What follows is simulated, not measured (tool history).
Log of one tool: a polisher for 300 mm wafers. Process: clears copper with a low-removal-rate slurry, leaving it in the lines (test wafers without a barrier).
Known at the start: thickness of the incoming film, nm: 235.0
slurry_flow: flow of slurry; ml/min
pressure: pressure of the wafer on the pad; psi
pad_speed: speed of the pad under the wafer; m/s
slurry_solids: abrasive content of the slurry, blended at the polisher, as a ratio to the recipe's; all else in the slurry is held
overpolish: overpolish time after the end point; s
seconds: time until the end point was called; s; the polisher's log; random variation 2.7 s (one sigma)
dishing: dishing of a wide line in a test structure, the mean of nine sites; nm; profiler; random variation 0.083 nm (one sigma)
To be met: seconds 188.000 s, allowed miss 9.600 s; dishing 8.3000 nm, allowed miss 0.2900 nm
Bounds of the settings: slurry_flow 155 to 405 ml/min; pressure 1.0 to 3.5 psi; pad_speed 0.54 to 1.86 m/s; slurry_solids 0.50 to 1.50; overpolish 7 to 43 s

run,hour,slurry_flow,pressure,pad_speed,slurry_solids,overpolish,seconds,dishing
1,0.0,260,2.2,1.18,1.00,22,79.989,40.1600
2,9.0,250,1.9,1.06,0.95,18,105.590,27.7020
3,17.0,250,1.9,1.06,0.95,26,107.440,37.8410
4,18.4,290,1.7,0.94,1.00,21,127.970,26.5160
5,24.8,320,1.5,0.84,1.10,18,148.740,19.6270
6,26.9,320,1.5,0.84,0.95,18,155.090,19.5100
7,30.5,340,1.4,0.78,1.10,15,169.760,14.8250
8,32.6,355,1.4,0.72,1.20,13,176.790,12.5690
9,41.4,360,1.4,0.68,1.25,12,181.570,11.1460
10,47.8,360,1.4,0.66,1.30,11,184.550,10.0990
11,52.1,360,1.4,0.66,1.35,11,184.640,10.3630
12,57.6,365,1.4,0.66,1.40,10,178.700,9.3169
13,59.5,365,1.3,0.66,1.45,10,196.580,8.9076

Which of these 4 next moves meets every target?
A,61.4,380,1.3,0.60,1.50,10,?,?
B,61.4,355,1.2,0.62,1.35,13,?,?
C,61.4,405,1.2,0.78,1.40,9,?,?
D,61.4,400,1.3,0.56,1.50,12,?,?

move,seconds,dishing
A,210.420,8.3965
B,227.360,10.0050
C,189.600,8.3739
D,219.750,9.5933
A: brings the result that was furthest off to its target, and leaves another outside
B: further off than the last run
C: meets every target
D: further off than the last run
The right move is C.
